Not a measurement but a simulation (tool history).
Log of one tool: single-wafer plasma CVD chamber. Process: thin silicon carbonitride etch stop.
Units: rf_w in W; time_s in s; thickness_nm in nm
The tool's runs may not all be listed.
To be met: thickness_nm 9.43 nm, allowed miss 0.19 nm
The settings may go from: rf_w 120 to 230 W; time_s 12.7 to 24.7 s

run  hour  rf_w  time_s  thickness_nm
  1     0   175    18.7        10.426
  2   3.5   175    20.5          11.3
  3   6.2   165    19.7         10.74
  4  10.5   155    19.1        10.139
  5  15.8   155    20.9        11.219
  6    22   180    20.9        11.889
  7  29.9   165    20.2        11.042
  8    32   155    19.7         10.49
  9  33.4   145    19.4        10.081
 10  39.8   140    19.3        9.9255
 11  40.6   135    19.2        9.7951

Which of these 5 next moves meets every target?
  A  41.4   125    17.8             ?
  B  41.4   135    17.5             ?
  C  41.4   125    19.8             ?
  D  41.4   160    16.9             ?
  E  41.4   145    18.1             ?

move  thickness_nm
   A        8.8671
   B        8.9642
   C        9.8634
   D        9.1933
   E        9.5111
A: takes the result that was furthest off past its target
B: takes the result that was furthest off past its target
C: further off than the last run
D: takes the result that was furthest off past its target
E: meets every target
Answer: E
